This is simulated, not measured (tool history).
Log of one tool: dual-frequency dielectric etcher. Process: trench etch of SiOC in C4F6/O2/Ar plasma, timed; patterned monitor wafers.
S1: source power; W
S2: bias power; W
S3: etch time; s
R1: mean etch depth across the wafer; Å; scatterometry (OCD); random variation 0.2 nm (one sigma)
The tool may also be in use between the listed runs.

run	day	S1	S2	S3	R1
1	0.000	360	234	16	354.89
2	0.371	360	264	16	377.98
3	0.688	360	264	17	401.88
4	0.975	370	265	17	407.24
5	1.262	370	265	16	382.10
6	1.367	370	265	16	382.25
7	1.546	390	266	16	390.45

Run 8 comes next. What will it give?
8	1.783	460	283	16	?

{"run 8": {"R1": 420.27}}
